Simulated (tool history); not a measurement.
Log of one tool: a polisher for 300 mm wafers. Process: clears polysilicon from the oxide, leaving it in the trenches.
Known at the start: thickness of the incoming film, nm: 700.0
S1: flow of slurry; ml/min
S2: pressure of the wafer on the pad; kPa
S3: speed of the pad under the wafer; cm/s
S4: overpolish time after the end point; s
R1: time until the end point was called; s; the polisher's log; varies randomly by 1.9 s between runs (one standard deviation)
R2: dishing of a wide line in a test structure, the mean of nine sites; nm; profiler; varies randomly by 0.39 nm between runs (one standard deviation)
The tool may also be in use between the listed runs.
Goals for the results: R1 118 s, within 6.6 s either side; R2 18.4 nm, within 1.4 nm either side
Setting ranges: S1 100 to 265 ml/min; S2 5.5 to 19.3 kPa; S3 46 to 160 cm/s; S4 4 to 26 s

run,hour,S1,S2,S3,S4,R1,R2
1,0,170,12.4,102,13,66.803,40.714
2,2.3,170,12.4,84,13,75.648,41.774
3,9.8,170,12.4,84,16,76.336,41.297
4,17.8,150,10.3,90,13,92.212,39.927
5,26.6,150,13.1,90,13,70.893,40.477
6,28.6,150,13.1,90,9,68.792,38.77
7,36.7,150,13.1,90,9,69.999,36.613
8,38.2,135,13.1,78,8,81.067,34.024
9,42.9,125,13.1,70,7,88.96,31.612
10,43.7,125,13.1,70,7,87.971,32.242
11,44.8,120,13.1,64,6,94.069,29.294
12,52.4,115,13.1,60,5,101.22,23.746

5 next moves are on the table. One of them brings every result within its allowed miss. Which?
A,60,100,13.1,56,8,?,?
B,60,120,11.7,60,9,?,?
C,60,100,11.7,68,11,?,?
D,60,100,11,76,8,?,?
E,60,195,11.7,48,4,?,?

move,R1,R2
A,109.08,30.51
B,111.59,31.95
C,106.42,35.437
D,104.22,31.206
E,119.23,18.603
A: the biggest miss grows against the last run
B: the biggest miss grows against the last run
C: the biggest miss grows against the last run
D: the biggest miss grows against the last run
E: hits every target within its allowed miss
So the answer is move E, the one that meets all the targets.

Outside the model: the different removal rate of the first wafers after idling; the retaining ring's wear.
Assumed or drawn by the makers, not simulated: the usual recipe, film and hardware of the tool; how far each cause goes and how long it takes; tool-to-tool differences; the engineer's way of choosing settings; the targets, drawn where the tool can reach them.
